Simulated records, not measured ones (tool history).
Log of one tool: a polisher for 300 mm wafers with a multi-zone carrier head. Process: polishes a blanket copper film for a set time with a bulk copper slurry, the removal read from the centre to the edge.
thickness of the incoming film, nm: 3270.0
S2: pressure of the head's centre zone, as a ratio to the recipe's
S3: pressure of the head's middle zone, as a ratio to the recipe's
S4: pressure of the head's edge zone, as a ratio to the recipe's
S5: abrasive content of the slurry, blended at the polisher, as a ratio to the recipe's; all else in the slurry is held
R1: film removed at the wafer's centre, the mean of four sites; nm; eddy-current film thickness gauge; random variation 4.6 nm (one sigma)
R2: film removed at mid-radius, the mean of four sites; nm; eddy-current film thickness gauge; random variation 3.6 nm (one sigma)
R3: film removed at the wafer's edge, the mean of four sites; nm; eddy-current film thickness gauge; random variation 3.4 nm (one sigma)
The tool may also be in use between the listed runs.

run 1 day=0 | flow_of_slurry_(ml/min)=285 S2=1 S3=1 S4=1 S5=1 polishing_time_(s)=53 | R1=506.66 R2=482.77 R3=484.49
run 2 day=0.112 | flow_of_slurry_(ml/min)=285 S2=0.99 S3=0.99 S4=0.99 S5=0.95 polishing_time_(s)=52 | R1=486.94 R2=459.52 R3=481.18
run 3 day=0.304 | flow_of_slurry_(ml/min)=285 S2=0.99 S3=0.99 S4=0.99 S5=0.9 polishing_time_(s)=50 | R1=483.13 R2=437.05 R3=454.25
run 4 day=0.621 | flow_of_slurry_(ml/min)=285 S2=0.98 S3=0.99 S4=0.99 S5=0.85 polishing_time_(s)=48 | R1=455.64 R2=414.62 R3=433.02
run 5 day=0.667 | flow_of_slurry_(ml/min)=285 S2=0.98 S3=1.04 S4=0.99 S5=0.85 polishing_time_(s)=48 | R1=438.64 R2=430.84 R3=431.77
run 6 day=0.892 | flow_of_slurry_(ml/min)=285 S2=0.97 S3=1.04 S4=0.98 S5=0.8 polishing_time_(s)=47 | R1=424.13 R2=423.14 R3=416.06
run 7 day=1.233 | flow_of_slurry_(ml/min)=285 S2=0.96 S3=1.03 S4=0.97 S5=0.75 polishing_time_(s)=46 | R1=405.63 R2=401.08 R3=407.51

The next listed run, before its measurement:
run 8 day=1.5 | flow_of_slurry_(ml/min)=285 S2=0.96 S3=1.03 S4=0.96 S5=0.7 polishing_time_(s)=45 | R1=? R2=? R3=?

R1: 393.46 nm
R2: 394.33 nm
R3: 381.44 nm
